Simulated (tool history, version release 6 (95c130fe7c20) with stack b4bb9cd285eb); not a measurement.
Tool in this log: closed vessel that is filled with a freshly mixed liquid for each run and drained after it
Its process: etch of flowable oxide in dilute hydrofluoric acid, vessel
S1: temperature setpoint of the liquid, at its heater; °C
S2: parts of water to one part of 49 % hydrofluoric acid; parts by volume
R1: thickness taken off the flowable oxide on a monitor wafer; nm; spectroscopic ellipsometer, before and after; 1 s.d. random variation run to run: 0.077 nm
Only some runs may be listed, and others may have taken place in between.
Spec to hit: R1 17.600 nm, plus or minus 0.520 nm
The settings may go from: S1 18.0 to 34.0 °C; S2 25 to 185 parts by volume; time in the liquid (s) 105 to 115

{"run": 1, "hour": 0.0, "S1": 26.0, "S2": 105, "time in the liquid (s)": 105, "R1": 31.845}
{"run": 2, "hour": 4.0, "S1": 26.0, "S2": 130, "time in the liquid (s)": 105, "R1": 25.026}
{"run": 3, "hour": 6.7, "S1": 26.0, "S2": 130, "time in the liquid (s)": 115, "R1": 27.348}
{"run": 4, "hour": 10.0, "S1": 25.0, "S2": 130, "time in the liquid (s)": 115, "R1": 26.293}
{"run": 5, "hour": 18.7, "S1": 25.0, "S2": 130, "time in the liquid (s)": 115, "R1": 26.294}
{"run": 6, "hour": 24.2, "S1": 25.0, "S2": 165, "time in the liquid (s)": 115, "R1": 19.977}
{"run": 7, "hour": 28.2, "S1": 24.5, "S2": 165, "time in the liquid (s)": 115, "R1": 19.565}
{"run": 8, "hour": 30.3, "S1": 24.0, "S2": 165, "time in the liquid (s)": 115, "R1": 19.161}
{"run": 9, "hour": 33.6, "S1": 23.0, "S2": 165, "time in the liquid (s)": 115, "R1": 18.478}

Below are 4 possible settings for the next run. Only one of them brings all results inside the allowed miss of their targets. Which is it?
{"run": "A", "hour": 36.9, "S1": 22.0, "S2": 175, "time in the liquid (s)": 115, "R1": "?"}
{"run": "B", "hour": 36.9, "S1": 23.0, "S2": 150, "time in the liquid (s)": 105, "R1": "?"}
{"run": "C", "hour": 36.9, "S1": 25.5, "S2": 185, "time in the liquid (s)": 115, "R1": "?"}
{"run": "D", "hour": 36.9, "S1": 25.5, "S2": 170, "time in the liquid (s)": 110, "R1": "?"}

move=A R1=16.546
move=B R1=18.833
move=C R1=17.586
move=D R1=18.640
A: takes the biggest miss from the last run beyond its target
B: the biggest miss grows against the last run
C: every result lands within tolerance
D: the biggest miss grows against the last run
The right move is C.

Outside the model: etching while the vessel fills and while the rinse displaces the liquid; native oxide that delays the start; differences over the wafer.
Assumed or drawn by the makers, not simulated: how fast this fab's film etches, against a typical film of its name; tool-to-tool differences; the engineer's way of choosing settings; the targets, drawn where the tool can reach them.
